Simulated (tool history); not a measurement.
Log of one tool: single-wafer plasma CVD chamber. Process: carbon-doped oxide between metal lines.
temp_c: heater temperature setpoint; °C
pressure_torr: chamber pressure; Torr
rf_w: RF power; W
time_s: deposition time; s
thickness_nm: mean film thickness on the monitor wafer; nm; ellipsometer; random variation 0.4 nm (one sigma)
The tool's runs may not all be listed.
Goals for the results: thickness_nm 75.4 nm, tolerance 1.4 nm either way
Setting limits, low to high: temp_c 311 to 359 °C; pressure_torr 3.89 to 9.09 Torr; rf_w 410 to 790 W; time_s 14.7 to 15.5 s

run 1 hour=0 | temp_c=335 pressure_torr=6.49 rf_w=600 time_s=15.5 | thickness_nm=84.499
run 2 hour=6.9 | temp_c=336 pressure_torr=6.41 rf_w=595 time_s=15.5 | thickness_nm=84.691
run 3 hour=7.9 | temp_c=337 pressure_torr=6.38 rf_w=585 time_s=15.5 | thickness_nm=83.369
run 4 hour=11.9 | temp_c=338 pressure_torr=6.34 rf_w=575 time_s=15.5 | thickness_nm=82.39
run 5 hour=20.3 | temp_c=339 pressure_torr=6.31 rf_w=570 time_s=15.5 | thickness_nm=81.403
run 6 hour=20.9 | temp_c=339 pressure_torr=6.31 rf_w=505 time_s=15.5 | thickness_nm=77.449
run 7 hour=26.2 | temp_c=339 pressure_torr=6.29 rf_w=505 time_s=15.5 | thickness_nm=76.953
run 8 hour=27.9 | temp_c=339 pressure_torr=6.27 rf_w=505 time_s=15.5 | thickness_nm=76.931
run 9 hour=31.1 | temp_c=339 pressure_torr=6.25 rf_w=505 time_s=15.5 | thickness_nm=76.754
run 10 hour=34.7 | temp_c=339 pressure_torr=6.23 rf_w=505 time_s=15.5 | thickness_nm=76.523
run 11 hour=36.1 | temp_c=339 pressure_torr=6.21 rf_w=505 time_s=15.5 | thickness_nm=76.56
run 12 hour=40.9 | temp_c=339 pressure_torr=6.19 rf_w=505 time_s=15.5 | thickness_nm=77.591
run 13 hour=42.9 | temp_c=339 pressure_torr=6.21 rf_w=505 time_s=15.5 | thickness_nm=76.791

Pick the move, out of 5, that brings all results within their allowed miss; only one does.
run A hour=44.9 | temp_c=335 pressure_torr=6.57 rf_w=525 time_s=15.1 | thickness_nm=?
run B hour=44.9 | temp_c=336 pressure_torr=5.67 rf_w=510 time_s=15 | thickness_nm=?
run C hour=44.9 | temp_c=333 pressure_torr=6.4 rf_w=530 time_s=15.3 | thickness_nm=?
run D hour=44.9 | temp_c=334 pressure_torr=6.62 rf_w=565 time_s=15.1 | thickness_nm=?
run E hour=44.9 | temp_c=315 pressure_torr=6.68 rf_w=495 time_s=14.7 | thickness_nm=?

move=A thickness_nm=77.832
move=B thickness_nm=75.097
move=C thickness_nm=79.521
move=D thickness_nm=80.895
move=E thickness_nm=78.625
A: the biggest miss grows against the last run
B: in spec on every target
C: the biggest miss grows against the last run
D: the biggest miss grows against the last run
E: the biggest miss grows against the last run
The right move is B.
